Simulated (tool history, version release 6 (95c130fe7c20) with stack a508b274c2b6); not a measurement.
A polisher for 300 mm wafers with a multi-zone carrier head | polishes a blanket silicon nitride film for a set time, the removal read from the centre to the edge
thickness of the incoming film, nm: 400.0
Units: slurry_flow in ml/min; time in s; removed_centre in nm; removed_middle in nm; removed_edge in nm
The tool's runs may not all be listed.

Run 1, hour 0: slurry_flow 305 ml/min, centre_zone 1, middle_zone 1, edge_zone 1, time 65 s. Result: removed_centre 119.02 nm, removed_middle 119.12 nm, removed_edge 112.34 nm.
Run 2, hour 4.7: slurry_flow 305 ml/min, centre_zone 1, middle_zone 1, edge_zone 1, time 58 s. Result: removed_centre 106.53 nm, removed_middle 104.62 nm, removed_edge 101.58 nm.
Run 3, hour 12.8: slurry_flow 305 ml/min, centre_zone 1, middle_zone 1, edge_zone 1, time 66 s. Result: removed_centre 119.58 nm, removed_middle 121.71 nm, removed_edge 114.07 nm.
Run 4, hour 21.7: slurry_flow 305 ml/min, centre_zone 1, middle_zone 1.03, edge_zone 1, time 66 s. Result: removed_centre 119.41 nm, removed_middle 125.19 nm, removed_edge 111.92 nm.
Run 5, hour 26.3: slurry_flow 300 ml/min, centre_zone 0.97, middle_zone 1, edge_zone 1, time 65 s. Result: removed_centre 114.22 nm, removed_middle 118.08 nm, removed_edge 112.48 nm.
Run 6, hour 32.7: slurry_flow 300 ml/min, centre_zone 0.92, middle_zone 1, edge_zone 1, time 65 s. Result: removed_centre 109.07 nm, removed_middle 118.63 nm, removed_edge 112.74 nm.
Run 7, hour 37.6: slurry_flow 295 ml/min, centre_zone 0.91, middle_zone 0.97, edge_zone 1.01, time 65 s. Result: removed_centre 106.19 nm, removed_middle 114.6 nm, removed_edge 113.92 nm.

Forecast run 8:
Run 8, hour 45.5: slurry_flow 290 ml/min, centre_zone 0.91, middle_zone 0.94, edge_zone 1.01, time 65 s. Result: removed_centre ?, removed_middle ?, removed_edge ?.

Run 8 gave removed_centre 106.88 nm, removed_middle 114.58 nm, removed_edge 114.28 nm.

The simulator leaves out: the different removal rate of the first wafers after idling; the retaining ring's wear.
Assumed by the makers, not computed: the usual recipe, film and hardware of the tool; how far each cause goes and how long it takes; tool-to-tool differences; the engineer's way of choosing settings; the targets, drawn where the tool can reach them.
